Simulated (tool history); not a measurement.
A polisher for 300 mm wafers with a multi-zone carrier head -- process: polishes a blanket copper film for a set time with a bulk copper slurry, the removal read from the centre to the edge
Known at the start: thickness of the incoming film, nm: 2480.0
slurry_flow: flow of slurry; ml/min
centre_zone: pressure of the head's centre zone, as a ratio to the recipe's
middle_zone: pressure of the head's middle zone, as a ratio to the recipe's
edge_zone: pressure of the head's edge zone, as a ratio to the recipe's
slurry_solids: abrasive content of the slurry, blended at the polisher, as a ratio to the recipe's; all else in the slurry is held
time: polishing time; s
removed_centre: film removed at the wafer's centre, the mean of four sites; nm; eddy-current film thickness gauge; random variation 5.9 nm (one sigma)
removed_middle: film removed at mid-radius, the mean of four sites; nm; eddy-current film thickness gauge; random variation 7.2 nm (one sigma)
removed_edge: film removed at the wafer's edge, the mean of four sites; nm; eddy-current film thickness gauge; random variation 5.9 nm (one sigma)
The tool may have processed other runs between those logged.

{"run": 1, "hour": 0.0, "slurry_flow": 170, "centre_zone": 1, "middle_zone": 1, "edge_zone": 1, "slurry_solids": 1, "time": 65, "removed_centre": 467.68, "removed_middle": 471.31, "removed_edge": 489.15}
{"run": 2, "hour": 4.5, "slurry_flow": 180, "centre_zone": 1.03, "middle_zone": 1.03, "edge_zone": 1.01, "slurry_solids": 1.05, "time": 65, "removed_centre": 491.91, "removed_middle": 495.94, "removed_edge": 490.12}
{"run": 3, "hour": 9.2, "slurry_flow": 185, "centre_zone": 1.05, "middle_zone": 1.04, "edge_zone": 1.03, "slurry_solids": 1.1, "time": 66, "removed_centre": 512.19, "removed_middle": 509.86, "removed_edge": 520.33}
{"run": 4, "hour": 16.2, "slurry_flow": 185, "centre_zone": 1.05, "middle_zone": 1.04, "edge_zone": 1.03, "slurry_solids": 1.1, "time": 51, "removed_centre": 391, "removed_middle": 403.78, "removed_edge": 398.18}
{"run": 5, "hour": 21.0, "slurry_flow": 185, "centre_zone": 1.05, "middle_zone": 1.04, "edge_zone": 1.06, "slurry_solids": 1.1, "time": 51, "removed_centre": 392.81, "removed_middle": 402.87, "removed_edge": 400.33}
{"run": 6, "hour": 26.1, "slurry_flow": 185, "centre_zone": 1, "middle_zone": 1.04, "edge_zone": 1.06, "slurry_solids": 1.1, "time": 51, "removed_centre": 371.93, "removed_middle": 394.95, "removed_edge": 402.75}
{"run": 7, "hour": 28.7, "slurry_flow": 185, "centre_zone": 1, "middle_zone": 1.04, "edge_zone": 1.06, "slurry_solids": 1.1, "time": 51, "removed_centre": 374.17, "removed_middle": 403.98, "removed_edge": 403.12}
{"run": 8, "hour": 32.4, "slurry_flow": 195, "centre_zone": 1.04, "middle_zone": 1.06, "edge_zone": 1.05, "slurry_solids": 1.2, "time": 54, "removed_centre": 429.91, "removed_middle": 436.58, "removed_edge": 431.13}
{"hour": 34.9, "done": "edge zone pressure recalibrated"}
{"run": 9, "hour": 34.9, "slurry_flow": 200, "centre_zone": 1.05, "middle_zone": 1.09, "edge_zone": 1.05, "slurry_solids": 1.25, "time": 56, "removed_centre": 451.77, "removed_middle": 475.58, "removed_edge": 442.45}
{"run": 10, "hour": 37.2, "slurry_flow": 205, "centre_zone": 1.07, "middle_zone": 1.1, "edge_zone": 1.06, "slurry_solids": 1.3, "time": 58, "removed_centre": 476.79, "removed_middle": 494.1, "removed_edge": 468.87}

Run 11 has not been measured yet. What should we expect?
{"run": 11, "hour": 42.8, "slurry_flow": 205, "centre_zone": 1.07, "middle_zone": 1.1, "edge_zone": 1.06, "slurry_solids": 1.3, "time": 58, "removed_centre": "?", "removed_middle": "?", "removed_edge": "?"}

removed_centre: 478.32 nm
removed_middle: 489.69 nm
removed_edge: 457.38 nm

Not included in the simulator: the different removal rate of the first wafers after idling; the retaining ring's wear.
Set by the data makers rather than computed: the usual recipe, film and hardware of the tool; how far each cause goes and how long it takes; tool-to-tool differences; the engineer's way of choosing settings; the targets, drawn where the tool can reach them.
